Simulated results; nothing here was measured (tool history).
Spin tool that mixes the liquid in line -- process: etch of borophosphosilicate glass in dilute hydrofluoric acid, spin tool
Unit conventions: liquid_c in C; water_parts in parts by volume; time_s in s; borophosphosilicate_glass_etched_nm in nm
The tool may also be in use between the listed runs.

run	hour	liquid_c	water_parts	time_s	borophosphosilicate_glass_etched_nm
1	0.0	26.0	230	80	12.345
2	4.1	26.0	230	85	13.342
3	9.8	26.0	200	85	15.826
4	10.5	26.0	200	85	15.618
5	18.3	26.0	200	80	14.766
6	23.8	29.0	200	80	16.630
7	31.7	30.5	165	80	22.059
8	38.0	31.5	145	80	26.687
9	39.5	34.0	85	80	54.352
10	47.8	32.5	85	80	51.590

For run 11, what comes out?
11	56.6	30.5	85	80	?

{"run 11": {"borophosphosilicate_glass_etched_nm": 47.33}}
